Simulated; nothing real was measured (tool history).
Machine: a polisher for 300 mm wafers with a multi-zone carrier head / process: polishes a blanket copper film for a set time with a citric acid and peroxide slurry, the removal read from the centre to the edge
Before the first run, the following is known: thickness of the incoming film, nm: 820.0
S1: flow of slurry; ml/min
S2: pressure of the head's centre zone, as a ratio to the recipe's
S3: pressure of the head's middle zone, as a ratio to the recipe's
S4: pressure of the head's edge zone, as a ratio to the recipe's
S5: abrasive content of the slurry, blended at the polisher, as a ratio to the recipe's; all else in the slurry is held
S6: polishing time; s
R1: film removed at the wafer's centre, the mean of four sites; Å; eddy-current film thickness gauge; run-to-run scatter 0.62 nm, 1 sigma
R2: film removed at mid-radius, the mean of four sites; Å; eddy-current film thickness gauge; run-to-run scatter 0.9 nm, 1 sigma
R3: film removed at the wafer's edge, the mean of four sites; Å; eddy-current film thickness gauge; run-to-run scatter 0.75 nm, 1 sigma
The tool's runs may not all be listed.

run  hour   S1    S2    S3    S4    S5  S6      R1      R2      R3
  1     0  220     1     1     1     1  50  1129.2  1132.9  1138.4
  2   6.3  220  0.92     1     1     1  50  1036.1  1134.8    1115
  3  11.8  215  0.91  0.99  1.01  0.95  48  976.61  1049.6  1072.8
  4    16  215  0.91  0.99  1.01  0.95  58  1167.4  1300.2  1316.6
  5  18.8  215  0.91  0.99  1.01   1.1  58  1179.7  1324.9  1314.9
  6  19.7  205   0.9  0.99  1.02   1.1  54  1080.2  1251.3  1233.7
  7  28.5  200  0.89  0.99  1.02  1.05  51  992.94  1156.6  1175.1
  8  37.2  200  0.89  0.99  1.02  1.05  51    1020    1150  1174.1
  9  41.6  195  0.88     1  1.02     1  47  934.49  1061.5  1060.7
 10  45.6  190  0.87     1  1.04     1  44  853.08   968.8   997.5
 11  51.4  185  0.86  1.01  1.05     1  42  778.52  974.97  956.11
 12  58.6  185  0.86  1.01  1.05  0.95  40  731.41  891.44  911.24

Expected results for the next run?
 13    65  185  0.86  1.01  1.05  0.9  39   ?   ?   ?

R1: 723.6 Å
R2: 883.59 Å
R3: 891.25 Å

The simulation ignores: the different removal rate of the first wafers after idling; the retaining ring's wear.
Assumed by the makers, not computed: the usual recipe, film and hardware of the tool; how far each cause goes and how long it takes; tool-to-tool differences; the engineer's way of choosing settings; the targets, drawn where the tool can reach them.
